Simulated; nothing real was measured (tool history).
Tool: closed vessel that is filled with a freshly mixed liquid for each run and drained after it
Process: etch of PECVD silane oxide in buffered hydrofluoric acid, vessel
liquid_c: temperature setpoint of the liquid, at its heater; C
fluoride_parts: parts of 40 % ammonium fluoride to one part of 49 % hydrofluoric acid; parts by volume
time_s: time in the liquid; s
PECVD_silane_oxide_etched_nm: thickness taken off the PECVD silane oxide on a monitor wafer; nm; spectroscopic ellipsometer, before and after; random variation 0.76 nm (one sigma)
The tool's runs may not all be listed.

{"run": 1, "hour": 0.0, "liquid_c": 25, "fluoride_parts": 18.5, "time_s": 90, "PECVD_silane_oxide_etched_nm": 102.91}
{"run": 2, "hour": 8.1, "liquid_c": 25, "fluoride_parts": 23.5, "time_s": 90, "PECVD_silane_oxide_etched_nm": 86.528}
{"run": 3, "hour": 16.7, "liquid_c": 28.5, "fluoride_parts": 23.5, "time_s": 90, "PECVD_silane_oxide_etched_nm": 101.9}
{"run": 4, "hour": 20.6, "liquid_c": 28.5, "fluoride_parts": 29, "time_s": 90, "PECVD_silane_oxide_etched_nm": 87.979}
{"run": 5, "hour": 23.6, "liquid_c": 30.5, "fluoride_parts": 29, "time_s": 90, "PECVD_silane_oxide_etched_nm": 98.414}
{"run": 6, "hour": 25.4, "liquid_c": 30, "fluoride_parts": 29, "time_s": 90, "PECVD_silane_oxide_etched_nm": 97.569}

Run 7 comes next. What will it give?
{"run": 7, "hour": 31.2, "liquid_c": 29.5, "fluoride_parts": 29, "time_s": 90, "PECVD_silane_oxide_etched_nm": "?"}

Run 7 gave PECVD_silane_oxide_etched_nm 93.576 nm.
